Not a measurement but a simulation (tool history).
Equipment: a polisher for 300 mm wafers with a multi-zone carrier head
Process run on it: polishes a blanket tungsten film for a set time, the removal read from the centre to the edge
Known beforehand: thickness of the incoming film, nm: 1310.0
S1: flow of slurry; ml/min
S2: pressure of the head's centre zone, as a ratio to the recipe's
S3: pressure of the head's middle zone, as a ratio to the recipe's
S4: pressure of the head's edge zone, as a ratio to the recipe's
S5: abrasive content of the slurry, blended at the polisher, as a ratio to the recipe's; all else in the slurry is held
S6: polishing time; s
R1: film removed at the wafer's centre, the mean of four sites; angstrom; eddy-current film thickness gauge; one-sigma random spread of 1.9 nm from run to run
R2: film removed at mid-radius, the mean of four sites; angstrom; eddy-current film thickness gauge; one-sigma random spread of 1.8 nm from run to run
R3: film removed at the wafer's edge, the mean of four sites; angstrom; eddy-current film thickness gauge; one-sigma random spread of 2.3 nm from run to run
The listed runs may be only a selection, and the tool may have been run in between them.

{"run": 1, "day": 0.0, "S1": 230, "S2": 1, "S3": 1, "S4": 1, "S5": 1, "S6": 69, "R1": 3118.7, "R2": 3009.1, "R3": 2975.9}
{"run": 2, "day": 0.146, "S1": 220, "S2": 0.98, "S3": 0.98, "S4": 0.99, "S5": 1, "S6": 69, "R1": 3063.1, "R2": 2935.2, "R3": 2986}
{"run": 3, "day": 0.288, "S1": 215, "S2": 0.96, "S3": 0.97, "S4": 0.97, "S5": 0.95, "S6": 69, "R1": 2943.4, "R2": 2865.3, "R3": 2855.1}
{"run": 4, "day": 0.554, "S1": 215, "S2": 0.96, "S3": 0.97, "S4": 0.97, "S5": 0.95, "S6": 56, "R1": 2375.7, "R2": 2315, "R3": 2342.4}
{"run": 5, "day": 0.65, "S1": 215, "S2": 1.05, "S3": 0.97, "S4": 0.97, "S5": 0.95, "S6": 56, "R1": 2592.1, "R2": 2298.9, "R3": 2335.4}
{"run": 6, "day": 0.742, "S1": 215, "S2": 1.05, "S3": 1.03, "S4": 0.97, "S5": 0.95, "S6": 56, "R1": 2579.8, "R2": 2409.9, "R3": 2339}
{"run": 7, "day": 0.85, "S1": 220, "S2": 1.04, "S3": 1.03, "S4": 1.01, "S5": 0.95, "S6": 56, "R1": 2587, "R2": 2392.2, "R3": 2386.9}
{"run": 8, "day": 0.892, "S1": 225, "S2": 1.02, "S3": 1.03, "S4": 1.04, "S5": 0.95, "S6": 56, "R1": 2538, "R2": 2411, "R3": 2435.2}

Predict the results of run 9:
{"run": 9, "day": 1.217, "S1": 260, "S2": 0.98, "S3": 1.01, "S4": 1.14, "S5": 1.05, "S6": 56, "R1": "?", "R2": "?", "R3": "?"}

{"run 9": {"R1": 2542.9, "R2": 2492.8, "R3": 2601.3}}
